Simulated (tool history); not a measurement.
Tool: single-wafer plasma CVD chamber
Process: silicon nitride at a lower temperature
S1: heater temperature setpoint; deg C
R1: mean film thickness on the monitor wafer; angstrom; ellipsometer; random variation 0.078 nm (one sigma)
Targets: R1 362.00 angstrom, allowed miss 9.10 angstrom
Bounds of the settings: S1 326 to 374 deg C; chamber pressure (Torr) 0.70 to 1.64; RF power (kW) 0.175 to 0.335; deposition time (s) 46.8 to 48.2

run 1 hour=0.0 | S1=350 chamber_pressure_(Torr)=1.17 RF_power_(kW)=0.255 deposition_time_(s)=46.8 | R1=475.37
run 2 hour=6.2 | S1=341 chamber_pressure_(Torr)=1.17 RF_power_(kW)=0.255 deposition_time_(s)=46.8 | R1=478.60
run 3 hour=7.4 | S1=341 chamber_pressure_(Torr)=1.06 RF_power_(kW)=0.235 deposition_time_(s)=46.8 | R1=433.13
run 4 hour=15.8 | S1=351 chamber_pressure_(Torr)=1.06 RF_power_(kW)=0.235 deposition_time_(s)=46.8 | R1=430.90
run 5 hour=22.2 | S1=351 chamber_pressure_(Torr)=0.92 RF_power_(kW)=0.235 deposition_time_(s)=46.8 | R1=409.96
run 6 hour=30.2 | S1=343 chamber_pressure_(Torr)=0.92 RF_power_(kW)=0.235 deposition_time_(s)=46.8 | R1=412.05
run 7 hour=34.0 | S1=343 chamber_pressure_(Torr)=0.86 RF_power_(kW)=0.230 deposition_time_(s)=46.8 | R1=393.81
run 8 hour=41.8 | S1=343 chamber_pressure_(Torr)=0.70 RF_power_(kW)=0.215 deposition_time_(s)=46.8 | R1=339.56
run 9 hour=46.7 | S1=343 chamber_pressure_(Torr)=0.73 RF_power_(kW)=0.215 deposition_time_(s)=46.8 | R1=346.33
run 10 hour=53.2 | S1=343 chamber_pressure_(Torr)=0.85 RF_power_(kW)=0.220 deposition_time_(s)=46.8 | R1=376.06
run 11 hour=59.4 | S1=343 chamber_pressure_(Torr)=0.83 RF_power_(kW)=0.220 deposition_time_(s)=46.8 | R1=373.36
-- hour=64.4 thermocouple changed; heater temperature recalibrated
run 12 hour=64.4 | S1=343 chamber_pressure_(Torr)=0.83 RF_power_(kW)=0.220 deposition_time_(s)=46.8 | R1=372.84

5 next moves are on the table. One of them brings every result within its allowed miss. Which?
run A hour=69.4 | S1=338 chamber_pressure_(Torr)=0.97 RF_power_(kW)=0.200 deposition_time_(s)=47.4 | R1=?
run B hour=69.4 | S1=335 chamber_pressure_(Torr)=0.90 RF_power_(kW)=0.215 deposition_time_(s)=48.2 | R1=?
run C hour=69.4 | S1=336 chamber_pressure_(Torr)=0.81 RF_power_(kW)=0.220 deposition_time_(s)=48.0 | R1=?
run D hour=69.4 | S1=347 chamber_pressure_(Torr)=1.03 RF_power_(kW)=0.210 deposition_time_(s)=46.8 | R1=?
run E hour=69.4 | S1=344 chamber_pressure_(Torr)=0.86 RF_power_(kW)=0.225 deposition_time_(s)=46.8 | R1=?

move=A R1=365.33
move=B R1=387.97
move=C R1=379.73
move=D R1=384.30
move=E R1=385.52
A: meets every target
B: further off than the last run
C: further off than the last run
D: further off than the last run
E: further off than the last run
The right move is A.

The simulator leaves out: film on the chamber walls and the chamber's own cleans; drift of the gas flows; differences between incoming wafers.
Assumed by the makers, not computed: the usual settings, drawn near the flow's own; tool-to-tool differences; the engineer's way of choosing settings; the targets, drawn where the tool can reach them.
